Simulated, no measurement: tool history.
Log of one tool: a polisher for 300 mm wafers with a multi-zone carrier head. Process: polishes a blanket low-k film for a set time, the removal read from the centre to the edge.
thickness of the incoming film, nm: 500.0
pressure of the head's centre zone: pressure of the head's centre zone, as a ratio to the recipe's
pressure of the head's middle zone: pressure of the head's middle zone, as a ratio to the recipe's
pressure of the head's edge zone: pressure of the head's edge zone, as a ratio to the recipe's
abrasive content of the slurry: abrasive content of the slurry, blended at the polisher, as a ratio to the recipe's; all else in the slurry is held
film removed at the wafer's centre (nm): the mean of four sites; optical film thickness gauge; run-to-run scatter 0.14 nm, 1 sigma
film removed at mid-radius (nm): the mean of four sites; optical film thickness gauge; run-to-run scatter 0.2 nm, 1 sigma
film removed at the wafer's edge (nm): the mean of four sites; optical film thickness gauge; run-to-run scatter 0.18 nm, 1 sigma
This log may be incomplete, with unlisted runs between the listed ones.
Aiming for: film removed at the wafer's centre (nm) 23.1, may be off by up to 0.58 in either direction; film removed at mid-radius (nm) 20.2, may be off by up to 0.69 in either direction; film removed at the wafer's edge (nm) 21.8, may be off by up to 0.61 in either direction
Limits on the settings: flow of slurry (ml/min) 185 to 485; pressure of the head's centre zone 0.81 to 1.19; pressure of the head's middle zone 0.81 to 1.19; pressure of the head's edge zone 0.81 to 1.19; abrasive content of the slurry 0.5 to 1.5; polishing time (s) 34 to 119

run	day	flow of slurry (ml/min)	pressure of the head's centre zone	pressure of the head's middle zone	pressure of the head's edge zone	abrasive content of the slurry	polishing time (s)	film removed at the wafer's centre (nm)	film removed at mid-radius (nm)	film removed at the wafer's edge (nm)
1	0	310	1	1	1	1	76	26.79	26.269	27.382
2	0.25	310	1	1	0.93	1	76	26.641	25.911	26.311
3	0.517	310	1	1	0.93	1.1	76	28.729	27.857	28.171
4	0.592	310	1	0.99	0.92	1.05	76	27.967	26.813	27.168
5	0.725	310	1	0.98	0.91	1	76	27.114	25.733	25.949
6	1.075	305	0.99	0.96	0.9	1	76	26.722	25.128	26.347
7	1.338	305	0.99	0.95	0.89	0.95	76	25.857	24.504	24.996
8	1.438	300	0.99	0.93	0.88	0.95	76	25.613	23.679	25.013
9	1.496	300	0.99	0.92	0.87	0.95	76	25.714	23.532	24.918
10	1.575	300	0.99	0.91	0.86	0.95	76	26.109	23.262	24.391
11	1.917	300	0.99	0.91	0.86	0.95	76	25.648	23.589	24.707
12	2.012	300	0.99	0.9	0.86	0.95	76	25.933	23.726	24.564
13	2.258	295	0.99	0.89	0.86	0.95	76	25.794	22.771	24.699
14	2.583	290	0.98	0.88	0.81	0.7	75	18.864	16.948	17.971
15	2.888	305	0.99	0.89	0.83	0.7	75	19.257	17.179	18.449
16	3.075	305	1	0.9	0.85	0.7	75	19.56	17.593	18.064
17	3.217	310	1	0.9	0.87	0.7	75	19.448	17.297	18.687
18	3.338	310	1.01	0.91	0.89	0.7	75	19.668	17.252	18.753
19	3.529	310	1.01	0.91	0.89	0.7	75	19.832	17.638	18.559
20	3.688	310	1.01	0.91	0.91	0.7	75	19.708	17.447	18.965
21	3.921	310	1.02	0.92	0.93	0.7	75	20.064	17.566	18.983
22	4.196	310	1.02	0.92	0.93	0.7	75	19.776	17.742	19.069
23	4.229	310	1.03	0.93	0.95	0.7	75	19.821	17.69	19.088
24	4.254	310	1.04	0.94	0.96	0.7	75	20.233	17.69	19.415
25	4.35	310	1.05	0.95	0.97	0.7	75	20.32	18.401	19.257
26	4.446	310	1.05	0.95	0.97	0.7	75	20.333	18.039	19.334
27	4.621	305	1.06	0.96	0.98	0.7	75	20.716	18.156	19.534
28	4.758	305	1.06	0.96	0.98	0.7	75	20.556	18.236	19.277
29	4.971	365	1.13	1.03	1.08	0.8	75	25.387	22.166	23.26
30	5.238	350	1.13	1.03	1.08	0.8	75	25.358	22.801	23.171

Which single option among these 5 for the next run brings every result within its allowed miss of target? Just one does.
A	5.504	380	1.09	0.98	1.05	0.75	75	?	?	?
B	5.504	355	1.19	0.84	1.08	0.9	73	?	?	?
C	5.504	360	1.17	0.94	1.13	0.75	73	?	?	?
D	5.504	340	1.11	0.97	1.12	0.75	83	?	?	?
E	5.504	355	1.18	1.1	1.06	0.85	73	?	?	?

move	film removed at the wafer's centre (nm)	film removed at mid-radius (nm)	film removed at the wafer's edge (nm)
A	22.93	19.998	21.775
B	28.58	20.091	25.271
C	23.884	18.731	21.891
D	25.67	21.804	24.716
E	27.092	24.04	23.827
A: all results in spec
B: lands further from the targets than the last run did
C: better than the last run, though not everything is in spec
D: lands further from the targets than the last run did
E: lands further from the targets than the last run did
A is the move that brings every result within its allowed miss.
